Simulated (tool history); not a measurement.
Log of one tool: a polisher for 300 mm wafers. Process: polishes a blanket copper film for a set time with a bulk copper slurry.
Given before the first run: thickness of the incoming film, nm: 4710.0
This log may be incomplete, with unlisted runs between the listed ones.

run,hour,flow of slurry (ml/min),pressure of the wafer on the pad (psi),speed of the pad under the wafer (cm/s),abrasive content of the slurry,polishing time (s),film removed (nm)
1,0,220,3.1,116,1,83,1045.3
2,8.2,175,3.1,116,1,83,1000.5
3,13.1,170,2.8,116,1,83,911.53
4,18,170,2.5,116,1,83,821.81
5,19.9,170,2.3,116,1,83,766.73
6,25.5,170,2.3,130,1,83,843.48
7,28.9,165,1.4,118,1,83,495.75

Forecast run 8:
8,31.6,165,1.5,118,1,83,?

{"run 8": {"film removed (nm)": 519.55}}
